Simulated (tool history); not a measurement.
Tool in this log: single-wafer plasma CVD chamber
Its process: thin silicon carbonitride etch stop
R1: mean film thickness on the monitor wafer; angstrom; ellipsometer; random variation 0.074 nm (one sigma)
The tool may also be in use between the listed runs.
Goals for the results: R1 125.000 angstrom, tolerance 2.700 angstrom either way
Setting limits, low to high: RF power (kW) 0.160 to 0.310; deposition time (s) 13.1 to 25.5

Run 1, hour 0.0: RF power (kW) 0.235, deposition time (s) 19.3. Result: R1 113.600 angstrom.
Run 2, hour 4.7: RF power (kW) 0.205, deposition time (s) 19.3. Result: R1 106.290 angstrom.
Run 3, hour 12.1: RF power (kW) 0.205, deposition time (s) 17.9. Result: R1 98.621 angstrom.
Run 4, hour 17.0: RF power (kW) 0.205, deposition time (s) 16.6. Result: R1 91.275 angstrom.
At hour 17.5: thermocouple changed; heater temperature recalibrated.
Run 5, hour 17.5: RF power (kW) 0.230, deposition time (s) 17.4. Result: R1 100.320 angstrom.
Run 6, hour 21.0: RF power (kW) 0.210, deposition time (s) 17.4. Result: R1 96.911 angstrom.
Run 7, hour 23.3: RF power (kW) 0.235, deposition time (s) 18.0. Result: R1 105.220 angstrom.
Run 8, hour 24.1: RF power (kW) 0.255, deposition time (s) 18.3. Result: R1 110.970 angstrom.
Run 9, hour 27.3: RF power (kW) 0.270, deposition time (s) 18.5. Result: R1 114.860 angstrom.

5 next moves are on the table. One of them brings every result within its allowed miss. Which?
Run A, hour 30.5: RF power (kW) 0.290, deposition time (s) 20.8. Result: R1 ?.
Run B, hour 30.5: RF power (kW) 0.295, deposition time (s) 20.3. Result: R1 ?.
Run C, hour 30.5: RF power (kW) 0.255, deposition time (s) 21.4. Result: R1 ?.
Run D, hour 30.5: RF power (kW) 0.275, deposition time (s) 19.8. Result: R1 ?.
Run E, hour 30.5: RF power (kW) 0.285, deposition time (s) 18.7. Result: R1 ?.

move       R1
   A  132.590
   B  130.320
   C  129.220
   D  123.470
   E  118.360
A: moves the result that the last run missed by most past its target, out the other side
B: moves the result that the last run missed by most past its target, out the other side
C: moves the result that the last run missed by most past its target, out the other side
D: all results in spec
E: better than the last run, though not everything is in spec
Move D is the one to make.

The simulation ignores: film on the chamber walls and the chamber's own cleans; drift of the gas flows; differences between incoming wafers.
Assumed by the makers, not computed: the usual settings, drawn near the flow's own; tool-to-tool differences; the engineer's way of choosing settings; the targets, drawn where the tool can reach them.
